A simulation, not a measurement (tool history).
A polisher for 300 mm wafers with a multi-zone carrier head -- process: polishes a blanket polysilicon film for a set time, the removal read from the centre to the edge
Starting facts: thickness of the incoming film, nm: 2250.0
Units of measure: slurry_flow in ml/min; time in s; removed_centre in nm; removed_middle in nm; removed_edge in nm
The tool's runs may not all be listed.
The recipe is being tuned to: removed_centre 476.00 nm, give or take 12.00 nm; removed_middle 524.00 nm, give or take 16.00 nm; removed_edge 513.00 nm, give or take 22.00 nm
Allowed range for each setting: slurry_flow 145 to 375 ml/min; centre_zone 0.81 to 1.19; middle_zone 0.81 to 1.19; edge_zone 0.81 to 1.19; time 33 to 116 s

run    day  slurry_flow  centre_zone  middle_zone  edge_zone  time  removed_centre  removed_middle  removed_edge
  1  0.000          240         1.00         1.00       1.00    74          442.09          435.50        425.37
  2  0.112          190         1.00         1.00       1.00    74          426.66          415.50        412.60
  3  0.183          190         1.07         1.00       1.00    74          450.91          422.26        408.11
  4  0.396          205         1.06         1.01       1.02    74          454.66          424.12        412.54
  5  0.617          205         1.00         1.01       1.02    74          428.07          430.98        417.52
  6  0.904          205         1.00         1.01       1.02    57          329.96          325.94        324.04
  7  1.192          215         0.99         1.02       1.03    60          347.79          350.65        347.75
  8  1.396          225         0.99         1.03       1.05    62          359.30          366.36        357.58

Exercise: of the 5 proposed moves below, exactly one satisfies all targets within the stated allowed misses. Which move is it?
  A  1.600          220         1.05         1.04       1.06    92               ?               ?             ?
  B  1.600          200         0.99         0.97       1.11    87               ?               ?             ?
  C  1.600          300         1.06         1.07       1.02    77               ?               ?             ?
  D  1.600          235         0.96         1.08       1.16    83               ?               ?             ?
  E  1.600          220         0.97         0.99       0.93    83               ?               ?             ?

move  removed_centre  removed_middle  removed_edge
   A          568.15          558.63        543.17
   B          497.75          490.84        520.39
   C          501.08          497.72        459.02
   D          473.36          525.50        516.32
   E          473.07          483.70        460.43
A: takes the result that was furthest off past its target
B: better than the last run, though not everything is in spec
C: better than the last run, though not everything is in spec
D: meets every target
E: better than the last run, though not everything is in spec
Move D is the one to make.
